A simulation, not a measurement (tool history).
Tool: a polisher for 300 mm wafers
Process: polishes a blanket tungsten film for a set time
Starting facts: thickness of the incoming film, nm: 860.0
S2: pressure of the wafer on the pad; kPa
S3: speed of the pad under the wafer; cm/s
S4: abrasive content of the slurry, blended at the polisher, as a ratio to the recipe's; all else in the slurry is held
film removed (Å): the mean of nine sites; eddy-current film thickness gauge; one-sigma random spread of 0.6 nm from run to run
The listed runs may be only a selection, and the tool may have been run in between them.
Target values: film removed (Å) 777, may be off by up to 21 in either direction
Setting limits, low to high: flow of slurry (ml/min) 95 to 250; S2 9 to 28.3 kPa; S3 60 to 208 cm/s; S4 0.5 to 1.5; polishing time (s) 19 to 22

{"run": 1, "hour": 0.0, "flow of slurry (ml/min)": 160, "S2": 18.6, "S3": 134, "S4": 1, "polishing time (s)": 22, "film removed (Å)": 1060.7}
{"run": 2, "hour": 7.8, "flow of slurry (ml/min)": 195, "S2": 18.6, "S3": 134, "S4": 1, "polishing time (s)": 22, "film removed (Å)": 1105.3}
{"run": 3, "hour": 13.1, "flow of slurry (ml/min)": 185, "S2": 17.9, "S3": 134, "S4": 1, "polishing time (s)": 22, "film removed (Å)": 1055.2}
{"run": 4, "hour": 19.0, "flow of slurry (ml/min)": 175, "S2": 17.2, "S3": 134, "S4": 1, "polishing time (s)": 22, "film removed (Å)": 1010.6}
{"run": 5, "hour": 20.3, "flow of slurry (ml/min)": 175, "S2": 17.2, "S3": 134, "S4": 0.85, "polishing time (s)": 22, "film removed (Å)": 961.01}
{"run": 6, "hour": 22.5, "flow of slurry (ml/min)": 170, "S2": 16.5, "S3": 134, "S4": 0.85, "polishing time (s)": 22, "film removed (Å)": 944.97}
{"run": 7, "hour": 27.4, "flow of slurry (ml/min)": 165, "S2": 15.9, "S3": 134, "S4": 0.85, "polishing time (s)": 22, "film removed (Å)": 915.6}
{"run": 8, "hour": 28.6, "flow of slurry (ml/min)": 165, "S2": 15.2, "S3": 134, "S4": 0.85, "polishing time (s)": 22, "film removed (Å)": 887.82}
{"run": 9, "hour": 36.8, "flow of slurry (ml/min)": 160, "S2": 14.5, "S3": 134, "S4": 0.85, "polishing time (s)": 22, "film removed (Å)": 861.19}
{"run": 10, "hour": 42.7, "flow of slurry (ml/min)": 160, "S2": 13.8, "S3": 134, "S4": 0.85, "polishing time (s)": 22, "film removed (Å)": 835.44}

Of the 5 settings listed for the next run, only one would bring every result within its allowed miss of target. Which one?
{"run": "A", "hour": 48.6, "flow of slurry (ml/min)": 145, "S2": 16.5, "S3": 102, "S4": 1, "polishing time (s)": 22, "film removed (Å)": "?"}
{"run": "B", "hour": 48.6, "flow of slurry (ml/min)": 180, "S2": 13.1, "S3": 136, "S4": 0.55, "polishing time (s)": 22, "film removed (Å)": "?"}
{"run": "C", "hour": 48.6, "flow of slurry (ml/min)": 160, "S2": 13.8, "S3": 150, "S4": 0.85, "polishing time (s)": 22, "film removed (Å)": "?"}
{"run": "D", "hour": 48.6, "flow of slurry (ml/min)": 135, "S2": 14.5, "S3": 136, "S4": 0.9, "polishing time (s)": 19, "film removed (Å)": "?"}
{"run": "E", "hour": 48.6, "flow of slurry (ml/min)": 145, "S2": 9.7, "S3": 170, "S4": 0.85, "polishing time (s)": 21, "film removed (Å)": "?"}

move=A film_removed_(Å)=736.06
move=B film_removed_(Å)=719.83
move=C film_removed_(Å)=918.96
move=D film_removed_(Å)=732.75
move=E film_removed_(Å)=783.63
A: moves the result that the last run missed by most past its target, out the other side
B: moves the result that the last run missed by most past its target, out the other side
C: misses by more than the last run did
D: moves the result that the last run missed by most past its target, out the other side
E: each result inside its tolerance
Move E is the one to make.
